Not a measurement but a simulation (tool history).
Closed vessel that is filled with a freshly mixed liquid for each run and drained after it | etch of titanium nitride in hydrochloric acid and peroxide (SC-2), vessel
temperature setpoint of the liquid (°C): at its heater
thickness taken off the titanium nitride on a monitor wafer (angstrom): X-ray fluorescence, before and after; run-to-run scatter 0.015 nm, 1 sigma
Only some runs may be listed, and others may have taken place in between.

run,hour,temperature setpoint of the liquid (°C),parts of water to one part each of 37 % hydrochloric acid and 30 % peroxide (parts by volume),time in the liquid (s),thickness taken off the titanium nitride on a monitor wafer (angstrom)
1,0,62,6,90,45.253
2,4.3,62,6,90,45.225
3,13.4,61,6,90,42.767
4,16.1,61,4,90,56.801
5,21.5,61,5.5,90,45.608
6,26.4,60,5.5,90,42.61
7,29.4,59.5,5.5,90,41.34
8,38.1,59,5.5,90,40.495
9,42.5,58.5,5.5,90,38.762
10,44.9,58.5,5.5,90,38.591

Predict the results of run 11:
11,48.7,58,5.5,90,?

{"run 11": {"thickness taken off the titanium nitride on a monitor wafer (angstrom)": 37.614}}
